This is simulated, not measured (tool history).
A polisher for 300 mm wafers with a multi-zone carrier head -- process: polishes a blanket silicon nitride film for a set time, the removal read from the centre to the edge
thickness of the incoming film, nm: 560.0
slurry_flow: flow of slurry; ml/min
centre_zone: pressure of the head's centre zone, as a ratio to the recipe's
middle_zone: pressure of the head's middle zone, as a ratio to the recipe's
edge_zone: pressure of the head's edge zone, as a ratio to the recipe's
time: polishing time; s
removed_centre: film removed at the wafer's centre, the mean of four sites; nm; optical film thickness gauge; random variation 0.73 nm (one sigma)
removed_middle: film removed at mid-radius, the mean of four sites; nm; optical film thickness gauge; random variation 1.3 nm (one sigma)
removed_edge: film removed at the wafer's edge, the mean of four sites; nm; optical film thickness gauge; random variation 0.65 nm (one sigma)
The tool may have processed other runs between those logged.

run	hour	slurry_flow	centre_zone	middle_zone	edge_zone	time	removed_centre	removed_middle	removed_edge
1	0.0	205	1.00	1.00	1.00	75	95.529	96.379	93.485
2	8.7	205	1.00	1.06	1.00	75	97.136	102.120	93.250
3	11.2	195	1.00	1.04	0.97	74	95.665	98.121	90.341
4	17.4	195	1.00	1.04	0.97	87	110.420	116.750	107.410
5	20.0	195	0.99	1.02	0.95	83	105.240	107.600	100.540
6	23.1	190	0.97	1.01	0.92	81	100.660	103.720	96.977
7	29.4	185	0.96	1.00	0.90	79	97.630	102.610	93.940
8	33.9	180	0.96	0.99	0.89	77	94.817	96.573	91.305

Run 9 has not been measured yet. What should we expect?
9	41.2	175	0.96	0.99	0.88	76	?	?	?

{"run 9": {"removed_centre": 93.401, "removed_middle": 92.045, "removed_edge": 88.991}}

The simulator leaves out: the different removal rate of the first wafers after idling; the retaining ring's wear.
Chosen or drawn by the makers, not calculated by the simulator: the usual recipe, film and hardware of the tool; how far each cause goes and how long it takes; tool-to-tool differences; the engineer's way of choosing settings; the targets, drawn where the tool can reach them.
